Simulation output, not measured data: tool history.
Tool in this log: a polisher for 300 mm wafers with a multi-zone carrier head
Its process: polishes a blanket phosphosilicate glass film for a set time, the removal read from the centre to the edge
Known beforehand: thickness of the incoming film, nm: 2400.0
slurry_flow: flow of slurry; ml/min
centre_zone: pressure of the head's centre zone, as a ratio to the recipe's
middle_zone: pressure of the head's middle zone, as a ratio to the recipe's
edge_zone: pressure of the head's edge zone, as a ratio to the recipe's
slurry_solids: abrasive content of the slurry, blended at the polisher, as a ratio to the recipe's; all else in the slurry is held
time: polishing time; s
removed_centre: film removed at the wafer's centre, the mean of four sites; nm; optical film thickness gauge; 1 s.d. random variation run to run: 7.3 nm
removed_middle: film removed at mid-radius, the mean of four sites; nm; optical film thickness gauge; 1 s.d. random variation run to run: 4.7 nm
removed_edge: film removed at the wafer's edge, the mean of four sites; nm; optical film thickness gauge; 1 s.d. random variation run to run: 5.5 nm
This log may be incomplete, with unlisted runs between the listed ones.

run	hour	slurry_flow	centre_zone	middle_zone	edge_zone	slurry_solids	time	removed_centre	removed_middle	removed_edge
1	0	175	1	1	1	1	76	771.74	755.83	729.37
2	6.3	175	1	1	1	1	95	966.87	956.39	902.61
3	10.4	175	1	1	1	1.1	95	1008.7	986.12	944.54
4	14.5	175	0.93	1	1	1.1	95	935.37	979.69	942.49
5	18.2	170	0.95	0.98	1	1.05	95	928.83	954.35	920.24
6	26.2	170	0.97	0.96	1.02	1	94	942.56	903.98	907.96
7	28.5	120	0.97	0.86	0.92	0.75	94	791.85	704.78	770.19
8	34.4	110	1.04	0.81	0.88	0.6	94	763.96	607.77	684.56
9	41.2	115	1.04	0.81	0.89	0.6	94	774.85	610.18	684.26
10	43.2	120	1.04	0.81	0.9	0.6	94	762.59	614.61	689.34
11	48.8	120	1.04	0.81	0.91	0.6	94	772.99	611.45	696.14

Run 12, settings as shown, results not yet in. Your forecast:
12	54.7	125	1.04	0.81	0.92	0.6	94	?	?	?

{"run 12": {"removed_centre": 783.08, "removed_middle": 613.94, "removed_edge": 703.67}}

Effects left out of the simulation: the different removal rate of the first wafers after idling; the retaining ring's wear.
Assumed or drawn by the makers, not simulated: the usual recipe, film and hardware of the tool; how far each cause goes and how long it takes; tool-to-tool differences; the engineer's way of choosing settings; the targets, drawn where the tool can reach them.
